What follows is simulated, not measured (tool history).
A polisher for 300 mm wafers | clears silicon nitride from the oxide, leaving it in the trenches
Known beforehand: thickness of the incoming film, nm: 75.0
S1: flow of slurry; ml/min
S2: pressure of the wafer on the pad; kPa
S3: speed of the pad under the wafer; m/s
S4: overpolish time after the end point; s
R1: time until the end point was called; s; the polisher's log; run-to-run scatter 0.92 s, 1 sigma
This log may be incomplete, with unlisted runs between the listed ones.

run,day,S1,S2,S3,S4,R1
1,0,260,11.7,0.98,7,148.64
2,0.029,260,12.4,0.98,7,138.46
3,0.158,260,13.1,0.98,7,133.92
4,0.483,260,13.8,0.98,7,127.82
5,0.854,260,14.5,0.98,7,119.54
6,1.038,260,14.5,0.76,7,142.37
7,1.383,265,17.9,0.78,7,112.18
8,1.517,265,17.9,0.8,7,110.01
9,1.562,265,17.9,0.82,7,109.56

Predict the results of run 10:
10,1.688,265,17.9,0.84,7,?

Run 10 came out at R1 106.2 s.
